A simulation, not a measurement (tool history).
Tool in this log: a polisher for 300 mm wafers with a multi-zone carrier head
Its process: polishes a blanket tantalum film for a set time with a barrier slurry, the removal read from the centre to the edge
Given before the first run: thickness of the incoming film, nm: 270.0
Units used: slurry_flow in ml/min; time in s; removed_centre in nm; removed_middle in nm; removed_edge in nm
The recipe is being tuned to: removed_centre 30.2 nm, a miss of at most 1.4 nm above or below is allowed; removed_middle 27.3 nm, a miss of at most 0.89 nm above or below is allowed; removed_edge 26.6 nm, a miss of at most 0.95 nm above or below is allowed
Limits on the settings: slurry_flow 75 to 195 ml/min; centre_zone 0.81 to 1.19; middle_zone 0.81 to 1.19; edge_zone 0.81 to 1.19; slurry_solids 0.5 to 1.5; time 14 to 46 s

run 1 hour=0 | slurry_flow=125 centre_zone=1 middle_zone=1 edge_zone=1 slurry_solids=1 time=30 | removed_centre=40.732 removed_middle=40.376 removed_edge=42.673
run 2 hour=5 | slurry_flow=125 centre_zone=1 middle_zone=1 edge_zone=1 slurry_solids=1 time=23 | removed_centre=31.561 removed_middle=30.265 removed_edge=32.399
run 3 hour=8.5 | slurry_flow=120 centre_zone=1.01 middle_zone=1 edge_zone=0.97 slurry_solids=0.95 time=23 | removed_centre=30.363 removed_middle=30.113 removed_edge=31.71
run 4 hour=10 | slurry_flow=120 centre_zone=1.01 middle_zone=1.08 edge_zone=0.97 slurry_solids=0.95 time=23 | removed_centre=31.31 removed_middle=32.058 removed_edge=30.847
run 5 hour=11.7 | slurry_flow=120 centre_zone=1.01 middle_zone=1.03 edge_zone=0.97 slurry_solids=0.95 time=23 | removed_centre=30.32 removed_middle=30.729 removed_edge=31.537
run 6 hour=14.6 | slurry_flow=125 centre_zone=1.04 middle_zone=1.04 edge_zone=0.97 slurry_solids=0.9 time=22 | removed_centre=29.434 removed_middle=29.721 removed_edge=29.409
run 7 hour=22.8 | slurry_flow=125 centre_zone=1.06 middle_zone=1.03 edge_zone=0.97 slurry_solids=0.9 time=22 | removed_centre=31.158 removed_middle=29.202 removed_edge=29.241
run 8 hour=28.3 | slurry_flow=120 centre_zone=1.07 middle_zone=1.03 edge_zone=0.96 slurry_solids=0.9 time=22 | removed_centre=30.92 removed_middle=29.299 removed_edge=29.372
run 9 hour=31 | slurry_flow=120 centre_zone=1.07 middle_zone=1.03 edge_zone=0.96 slurry_solids=0.9 time=22 | removed_centre=30.712 removed_middle=28.96 removed_edge=29.439
run 10 hour=37.2 | slurry_flow=120 centre_zone=1.08 middle_zone=1.03 edge_zone=0.95 slurry_solids=0.85 time=22 | removed_centre=30.385 removed_middle=28.377 removed_edge=28.972
run 11 hour=41.7 | slurry_flow=120 centre_zone=1.09 middle_zone=1.04 edge_zone=0.94 slurry_solids=0.85 time=22 | removed_centre=31.26 removed_middle=28.63 removed_edge=28.754
run 12 hour=44.2 | slurry_flow=120 centre_zone=1.09 middle_zone=1.05 edge_zone=0.93 slurry_solids=0.85 time=22 | removed_centre=30.641 removed_middle=28.982 removed_edge=28.447
run 13 hour=48.7 | slurry_flow=120 centre_zone=1.1 middle_zone=1.05 edge_zone=0.92 slurry_solids=0.85 time=22 | removed_centre=31.649 removed_middle=29.038 removed_edge=28.745
run 14 hour=56.3 | slurry_flow=120 centre_zone=1.1 middle_zone=1.05 edge_zone=0.92 slurry_solids=0.85 time=22 | removed_centre=31.143 removed_middle=29.327 removed_edge=28.305
run 15 hour=64.9 | slurry_flow=115 centre_zone=1.11 middle_zone=1.05 edge_zone=0.91 slurry_solids=0.85 time=22 | removed_centre=31.233 removed_middle=28.31 removed_edge=28.515
-- hour=67 edge zone pressure recalibrated
run 16 hour=67 | slurry_flow=115 centre_zone=1.13 middle_zone=1.06 edge_zone=0.91 slurry_solids=0.75 time=22 | removed_centre=30.128 removed_middle=28.231 removed_edge=26.007

Next run, 4 choices. One meets every target within its allowed miss, the rest don't. Which?
run A hour=69.1 | slurry_flow=110 centre_zone=1.05 middle_zone=1.01 edge_zone=0.86 slurry_solids=0.8 time=24 | removed_centre=? removed_middle=? removed_edge=?
run B hour=69.1 | slurry_flow=125 centre_zone=1.11 middle_zone=1.03 edge_zone=0.98 slurry_solids=0.5 time=24 | removed_centre=? removed_middle=? removed_edge=?
run C hour=69.1 | slurry_flow=75 centre_zone=0.94 middle_zone=0.95 edge_zone=0.82 slurry_solids=1.1 time=25 | removed_centre=? removed_middle=? removed_edge=?
run D hour=69.1 | slurry_flow=120 centre_zone=1.17 middle_zone=0.85 edge_zone=0.94 slurry_solids=1.3 time=21 | removed_centre=? removed_middle=? removed_edge=?

move=A removed_centre=31.128 removed_middle=29.198 removed_edge=28.015
move=B removed_centre=30.318 removed_middle=27.188 removed_edge=26.827
move=C removed_centre=26.542 removed_middle=27.094 removed_edge=28.184
move=D removed_centre=34.8 removed_middle=25.273 removed_edge=28.923
A: its largest miss is bigger than the last run's
B: all results land within tolerance of their targets
C: puts the biggest miss on target and leaves a different result outside tolerance
D: the result that was furthest off in the last run now lies on the other side of its target
So the answer is move B, the one that meets all the targets.
